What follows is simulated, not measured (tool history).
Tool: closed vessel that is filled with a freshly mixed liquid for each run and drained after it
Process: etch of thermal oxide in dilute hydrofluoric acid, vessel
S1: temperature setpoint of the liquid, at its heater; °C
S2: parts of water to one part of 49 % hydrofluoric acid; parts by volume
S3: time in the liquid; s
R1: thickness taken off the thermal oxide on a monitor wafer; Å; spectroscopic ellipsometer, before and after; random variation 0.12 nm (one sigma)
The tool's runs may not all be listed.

{"run": 1, "day": 0.0, "S1": 20, "S2": 115, "S3": 190, "R1": 58.795}
{"run": 2, "day": 0.221, "S1": 22, "S2": 100, "S3": 190, "R1": 74.865}
{"run": 3, "day": 0.358, "S1": 22, "S2": 75, "S3": 190, "R1": 103.34}
{"run": 4, "day": 0.546, "S1": 23.5, "S2": 70, "S3": 190, "R1": 118.3}
{"run": 5, "day": 0.825, "S1": 20.5, "S2": 70, "S3": 190, "R1": 102.6}
{"run": 6, "day": 0.979, "S1": 22, "S2": 70, "S3": 190, "R1": 110.91}
{"day": 1.221, "done": "hydrofluoric acid flow meter replaced"}
{"run": 7, "day": 1.221, "S1": 23.5, "S2": 70, "S3": 190, "R1": 130.34}

The next listed run, before its measurement:
{"run": 8, "day": 1.425, "S1": 24, "S2": 70, "S3": 190, "R1": "?"}

Run 8 gave R1 132.26 Å.
